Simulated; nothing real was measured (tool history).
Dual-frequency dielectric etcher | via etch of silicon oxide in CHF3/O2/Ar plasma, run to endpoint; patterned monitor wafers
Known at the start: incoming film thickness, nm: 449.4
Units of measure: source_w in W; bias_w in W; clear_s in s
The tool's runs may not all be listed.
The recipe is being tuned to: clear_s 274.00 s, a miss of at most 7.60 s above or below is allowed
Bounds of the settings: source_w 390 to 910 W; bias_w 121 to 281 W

{"run": 1, "hour": 0.0, "source_w": 650, "bias_w": 201, "clear_s": 213.41}
{"run": 2, "hour": 4.0, "source_w": 710, "bias_w": 201, "clear_s": 201.81}
{"run": 3, "hour": 8.9, "source_w": 710, "bias_w": 224, "clear_s": 193.6}
{"run": 4, "hour": 15.6, "source_w": 710, "bias_w": 201, "clear_s": 203.51}
{"run": 5, "hour": 19.5, "source_w": 630, "bias_w": 189, "clear_s": 223.8}
{"run": 6, "hour": 23.6, "source_w": 580, "bias_w": 185, "clear_s": 235.04}
{"run": 7, "hour": 25.2, "source_w": 540, "bias_w": 182, "clear_s": 248.7}
{"run": 8, "hour": 30.7, "source_w": 430, "bias_w": 175, "clear_s": 301.58}
{"run": 9, "hour": 37.7, "source_w": 450, "bias_w": 176, "clear_s": 287.53}
{"run": 10, "hour": 46.6, "source_w": 460, "bias_w": 177, "clear_s": 282.68}

Which one of the following 5 next-run settings gets every result inside its allowed miss? There is exactly one.
{"run": "A", "hour": 55.5, "source_w": 450, "bias_w": 198, "clear_s": "?"}
{"run": "B", "hour": 55.5, "source_w": 520, "bias_w": 178, "clear_s": "?"}
{"run": "C", "hour": 55.5, "source_w": 460, "bias_w": 139, "clear_s": "?"}
{"run": "D", "hour": 55.5, "source_w": 450, "bias_w": 157, "clear_s": "?"}
{"run": "E", "hour": 55.5, "source_w": 460, "bias_w": 222, "clear_s": "?"}

move=A clear_s=274.62
move=B clear_s=255.47
move=C clear_s=305.72
move=D clear_s=298.41
move=E clear_s=258.69
A: all results land within tolerance of their targets
B: carries the result that was furthest off beyond its target, to the other side
C: its largest miss is bigger than the last run's
D: its largest miss is bigger than the last run's
E: carries the result that was furthest off beyond its target, to the other side
Answer: A

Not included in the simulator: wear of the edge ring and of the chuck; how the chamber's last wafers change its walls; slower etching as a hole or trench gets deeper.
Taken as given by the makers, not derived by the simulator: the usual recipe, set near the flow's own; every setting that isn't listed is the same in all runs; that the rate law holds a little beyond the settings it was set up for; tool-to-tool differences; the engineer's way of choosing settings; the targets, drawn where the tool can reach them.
